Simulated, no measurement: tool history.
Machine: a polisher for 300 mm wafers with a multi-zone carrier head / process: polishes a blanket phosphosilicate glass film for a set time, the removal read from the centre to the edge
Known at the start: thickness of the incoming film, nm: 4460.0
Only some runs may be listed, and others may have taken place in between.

run	hour	flow of slurry (ml/min)	pressure of the head's centre zone	pressure of the head's middle zone	pressure of the head's edge zone	abrasive content of the slurry	polishing time (s)	film removed at the wafer's centre (angstrom)	film removed at mid-radius (angstrom)	film removed at the wafer's edge (angstrom)
1	0.0	195	1.00	1.00	1.00	1.00	57	6068.0	6310.4	6374.1
2	3.7	195	1.00	0.94	1.00	1.00	57	6333.6	5956.4	6500.8
3	5.3	195	1.00	0.89	1.00	1.00	57	6157.2	5599.6	6302.1
4	9.7	195	0.99	0.90	0.98	0.95	57	6067.7	5568.6	6019.0
5	10.8	190	0.98	0.90	0.97	0.95	57	6049.6	5656.3	6135.7
6	15.9	190	0.97	0.91	0.96	0.90	57	5719.2	5515.9	5925.4
7	17.5	190	0.97	0.92	0.94	0.90	57	5719.4	5630.8	5816.1
8	20.7	190	0.96	0.92	0.93	0.90	57	5805.8	5487.1	5882.2
9	25.9	190	0.96	0.93	0.92	0.85	57	5575.2	5455.0	5715.1
10	31.1	190	0.96	0.94	0.91	0.85	57	5594.4	5514.5	5511.7
11	34.4	185	0.95	0.95	0.90	0.85	57	5499.7	5555.2	5648.8
12	39.3	185	0.95	0.96	0.89	0.85	57	5577.1	5560.2	5563.6
13	47.9	185	0.94	0.97	0.88	0.85	57	5549.9	5709.5	5672.4
14	54.9	160	0.93	1.01	0.81	0.70	57	4820.8	5256.5	4752.5
15	60.0	165	0.93	1.01	0.82	0.70	57	4924.8	5270.2	4822.5

For run 16, what comes out?
16	65.7	170	0.93	1.01	0.82	0.70	57	?	?	?

{"run 16": {"film removed at the wafer's centre (angstrom)": 4810.9, "film removed at mid-radius (angstrom)": 5277.0, "film removed at the wafer's edge (angstrom)": 4950.3}}

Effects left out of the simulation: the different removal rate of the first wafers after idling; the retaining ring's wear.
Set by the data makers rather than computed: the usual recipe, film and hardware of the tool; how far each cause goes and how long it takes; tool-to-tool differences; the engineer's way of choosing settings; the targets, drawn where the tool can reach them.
